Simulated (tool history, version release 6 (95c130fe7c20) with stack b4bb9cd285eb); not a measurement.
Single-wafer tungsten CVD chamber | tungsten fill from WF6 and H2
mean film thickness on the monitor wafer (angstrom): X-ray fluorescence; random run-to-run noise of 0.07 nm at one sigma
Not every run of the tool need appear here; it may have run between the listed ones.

run,hour,heater temperature setpoint (deg C),chamber pressure (Torr),deposition time (s),mean film thickness on the monitor wafer (angstrom)
1,0,370,42.1,17,296.72
2,2.6,370,38,17,282.29
3,10.2,377,38,17,334.33
4,13.7,377,38,16.2,318.39
5,14.8,377,33.5,16.2,296.54
6,16.2,377,33.5,17,313.53
7,19.3,371,33.3,17,270.02
8,26.1,367,33.2,17,246.89
9,31.1,364,33.1,17,227.82

Run 10 is up next; what results do you expect?
10,33.2,352,32.7,17,?

Run 10 gave mean film thickness on the monitor wafer (angstrom) 165.69.
